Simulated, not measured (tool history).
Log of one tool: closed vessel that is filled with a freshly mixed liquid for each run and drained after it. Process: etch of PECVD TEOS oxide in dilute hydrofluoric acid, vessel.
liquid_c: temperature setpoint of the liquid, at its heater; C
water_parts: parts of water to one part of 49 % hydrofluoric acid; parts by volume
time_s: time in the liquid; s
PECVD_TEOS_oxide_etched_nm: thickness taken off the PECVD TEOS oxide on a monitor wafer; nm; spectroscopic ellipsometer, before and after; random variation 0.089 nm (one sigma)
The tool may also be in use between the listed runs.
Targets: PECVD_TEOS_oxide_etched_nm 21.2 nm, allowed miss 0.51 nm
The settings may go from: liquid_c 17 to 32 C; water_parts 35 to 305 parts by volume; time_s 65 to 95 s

| run | hour | liquid_c | water_parts | time_s | PECVD_TEOS_oxide_etched_nm |
|---|---|---|---|---|---|
| 1 | 0 | 24 | 170 | 95 | 6.5016 |
| 2 | 7.9 | 26.5 | 170 | 95 | 7.1121 |
| 3 | 8.5 | 28 | 140 | 95 | 9.5271 |
| 4 | 12.5 | 30.5 | 140 | 95 | 10.422 |
| 5 | 18 | 30.5 | 85 | 95 | 18.584 |
|  | 23.3 | thermometer replaced |
| 6 | 23.3 | 28.5 | 85 | 95 | 15.973 |
| 7 | 29.1 | 29.5 | 80 | 95 | 17.832 |
| 8 | 30.4 | 29.5 | 80 | 95 | 18.05 |
| 9 | 31.4 | 30 | 80 | 95 | 18.225 |
| 10 | 38.4 | 30.5 | 80 | 95 | 18.567 |
| 11 | 44.6 | 31 | 80 | 95 | 19.078 |

5 next moves are on the table. One of them brings every result within its allowed miss. Which?
| A | 50.8 | 31.5 | 90 | 95 | ? |
| B | 50.8 | 32 | 75 | 95 | ? |
| C | 50.8 | 29.5 | 65 | 95 | ? |
| D | 50.8 | 30.5 | 90 | 95 | ? |
| E | 50.8 | 32 | 85 | 95 | ? |

| move | PECVD_TEOS_oxide_etched_nm |
|---|---|
| A | 16.838 |
| B | 21.062 |
| C | 22.422 |
| D | 16.219 |
| E | 18.301 |
A: further off than the last run
B: meets every target
C: takes the result that was furthest off past its target
D: further off than the last run
E: further off than the last run
Move B is the one to make.
